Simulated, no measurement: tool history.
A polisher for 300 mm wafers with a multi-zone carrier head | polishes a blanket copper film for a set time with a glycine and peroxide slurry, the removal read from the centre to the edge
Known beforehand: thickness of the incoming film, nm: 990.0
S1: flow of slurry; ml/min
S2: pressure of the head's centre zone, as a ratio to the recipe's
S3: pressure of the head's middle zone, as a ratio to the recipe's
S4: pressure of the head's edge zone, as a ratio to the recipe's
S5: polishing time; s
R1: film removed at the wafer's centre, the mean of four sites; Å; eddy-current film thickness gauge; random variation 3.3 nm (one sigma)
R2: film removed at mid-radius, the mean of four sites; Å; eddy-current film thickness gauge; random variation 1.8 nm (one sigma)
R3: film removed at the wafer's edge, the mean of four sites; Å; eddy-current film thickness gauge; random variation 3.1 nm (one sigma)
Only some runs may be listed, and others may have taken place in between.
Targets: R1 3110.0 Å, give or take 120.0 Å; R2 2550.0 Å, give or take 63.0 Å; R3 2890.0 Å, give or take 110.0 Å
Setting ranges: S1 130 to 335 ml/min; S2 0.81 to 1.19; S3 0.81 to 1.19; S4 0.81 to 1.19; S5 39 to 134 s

run	day	S1	S2	S3	S4	S5	R1	R2	R3
1	0.000	215	1.00	1.00	1.00	86	2932.8	2887.7	2915.7
2	0.171	215	1.00	1.04	1.00	86	2892.2	2993.3	2910.0
3	0.400	190	1.00	1.04	1.00	86	2864.8	2927.8	2844.9
4	0.642	190	1.00	1.04	0.96	86	2821.7	2924.5	2760.1
5	0.729	190	1.00	1.04	0.88	86	2844.4	2926.1	2692.8
6	0.879	160	1.00	1.04	0.88	86	2754.7	2873.9	2572.6
7	1.217	170	1.02	0.99	0.92	86	2770.4	2781.3	2645.0
8	1.562	185	1.06	0.94	0.95	87	3054.6	2731.8	2800.5
9	1.846	185	1.06	0.91	0.97	87	3045.5	2655.4	2826.0

Below are 4 possible settings for the next run. Only one of them brings all results inside the allowed miss of their targets. Which is it?
A	2.129	180	1.07	0.90	0.98	89	?	?	?
B	2.129	180	0.96	0.92	0.96	90	?	?	?
C	2.129	210	0.98	0.95	0.87	84	?	?	?
D	2.129	200	1.08	0.87	1.02	86	?	?	?

move	R1	R2	R3
A	3163.7	2680.4	2859.1
B	2868.4	2762.2	2863.4
C	2811.4	2715.2	2605.1
D	3146.3	2562.8	2852.1
A: further off than the last run
B: further off than the last run
C: further off than the last run
D: all results in spec
Go with D: it meets all targets.
